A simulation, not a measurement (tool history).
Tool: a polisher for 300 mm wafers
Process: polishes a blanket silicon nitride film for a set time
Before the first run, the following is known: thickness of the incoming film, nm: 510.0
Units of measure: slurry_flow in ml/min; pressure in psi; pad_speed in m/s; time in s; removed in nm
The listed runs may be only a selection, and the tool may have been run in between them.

run 1 hour=0 | slurry_flow=205 pressure=4.5 pad_speed=1.42 time=31 | removed=79.967
run 2 hour=4.2 | slurry_flow=250 pressure=4.5 pad_speed=1.42 time=31 | removed=82.533
run 3 hour=6.5 | slurry_flow=250 pressure=3.8 pad_speed=1.4 time=31 | removed=72.254
run 4 hour=11.7 | slurry_flow=245 pressure=3.3 pad_speed=1.34 time=31 | removed=64.006
run 5 hour=13.3 | slurry_flow=245 pressure=2.9 pad_speed=1.28 time=31 | removed=57.723
run 6 hour=19.1 | slurry_flow=205 pressure=2.9 pad_speed=1.28 time=31 | removed=56.393
run 7 hour=21.8 | slurry_flow=205 pressure=2.6 pad_speed=1.24 time=31 | removed=50.934
run 8 hour=26.9 | slurry_flow=200 pressure=2.4 pad_speed=1.24 time=31 | removed=49.162

Run 9 has not been measured yet. What should we expect?
run 9 hour=32.7 | slurry_flow=200 pressure=2.3 pad_speed=1.24 time=31 | removed=?

removed: 47.704 nm
